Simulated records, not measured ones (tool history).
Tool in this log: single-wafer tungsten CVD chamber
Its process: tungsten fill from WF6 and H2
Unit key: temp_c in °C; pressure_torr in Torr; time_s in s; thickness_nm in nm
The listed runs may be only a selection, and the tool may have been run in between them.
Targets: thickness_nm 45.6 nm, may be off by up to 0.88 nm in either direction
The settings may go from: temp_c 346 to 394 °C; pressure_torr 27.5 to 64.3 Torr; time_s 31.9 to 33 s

| run | day | temp_c | pressure_torr | time_s | thickness_nm |
|---|---|---|---|---|---|
| 1 | 0 | 370 | 45.9 | 31.9 | 60.683 |
| 2 | 0.104 | 370 | 45.9 | 33 | 63.123 |
| 3 | 0.179 | 370 | 39.5 | 33 | 60.023 |
| 4 | 0.404 | 368 | 39.4 | 33 | 57.134 |
| 5 | 0.7 | 376 | 39.4 | 33 | 69.055 |
| 6 | 0.733 | 373 | 39.3 | 33 | 64.176 |
| 7 | 0.758 | 371 | 39.2 | 33 | 61.454 |
| 8 | 1.033 | 369 | 39.1 | 33 | 58.262 |
| 9 | 1.296 | 368 | 39 | 33 | 56.692 |
| 10 | 1.354 | 367 | 39 | 33 | 55.859 |
| 11 | 1.692 | 366 | 39 | 33 | 54.324 |
| 12 | 1.762 | 365 | 39 | 33 | 53.228 |
| 13 | 1.996 | 356 | 38.7 | 33 | 41.994 |
|  | 2.146 | capacitance manometer re-zeroed and calibrated |
| 14 | 2.146 | 358 | 38.8 | 33 | 43.472 |

Pick the move, out of 4, that brings all results within their allowed miss; only one does.
| A | 2.296 | 357 | 42.8 | 33 | ? |
| B | 2.296 | 361 | 39.3 | 32 | ? |
| C | 2.296 | 357 | 42.9 | 31.9 | ? |
| D | 2.296 | 358 | 37.8 | 33 | ? |

| move | thickness_nm |
|---|---|
| A | 43.761 |
| B | 45.728 |
| C | 42.327 |
| D | 43.214 |
A: closer than the last run, but not yet in spec
B: every result lands within tolerance
C: lands further from the targets than the last run did
D: lands further from the targets than the last run did
Move B is the one to make.
